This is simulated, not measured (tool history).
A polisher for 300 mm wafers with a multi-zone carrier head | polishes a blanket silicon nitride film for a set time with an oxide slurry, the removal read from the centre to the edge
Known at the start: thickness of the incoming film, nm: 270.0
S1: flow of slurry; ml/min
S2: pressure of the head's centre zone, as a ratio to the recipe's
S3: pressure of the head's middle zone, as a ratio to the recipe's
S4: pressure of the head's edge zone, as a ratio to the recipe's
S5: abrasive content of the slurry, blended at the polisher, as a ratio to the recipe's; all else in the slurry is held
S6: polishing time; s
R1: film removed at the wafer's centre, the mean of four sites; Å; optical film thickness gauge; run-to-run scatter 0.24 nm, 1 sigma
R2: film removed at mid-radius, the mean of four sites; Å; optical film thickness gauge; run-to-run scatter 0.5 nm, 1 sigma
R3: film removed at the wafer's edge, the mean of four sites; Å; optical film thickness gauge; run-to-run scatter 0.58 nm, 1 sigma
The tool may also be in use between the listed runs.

run	hour	S1	S2	S3	S4	S5	S6	R1	R2	R3
1	0.0	190	1.00	1.00	1.00	1.00	83	590.65	572.17	594.35
2	8.0	185	0.98	0.99	0.98	0.90	83	558.87	545.60	554.38
3	15.4	185	0.98	0.99	1.06	0.90	83	552.84	540.84	572.97
4	18.7	180	0.96	0.98	1.05	0.85	82	517.46	524.33	564.55
5	19.2	180	1.00	0.98	1.05	0.85	82	540.65	519.15	557.29
6	21.8	175	0.98	0.97	1.03	0.80	81	507.13	494.40	529.16
7	28.1	170	0.96	0.96	1.01	0.75	81	485.94	478.14	501.19

Run 8 comes next. What will it give?
8	34.3	165	0.94	0.95	1.00	0.70	81	?	?	?

R1: 452.38 Å
R2: 460.57 Å
R3: 494.05 Å
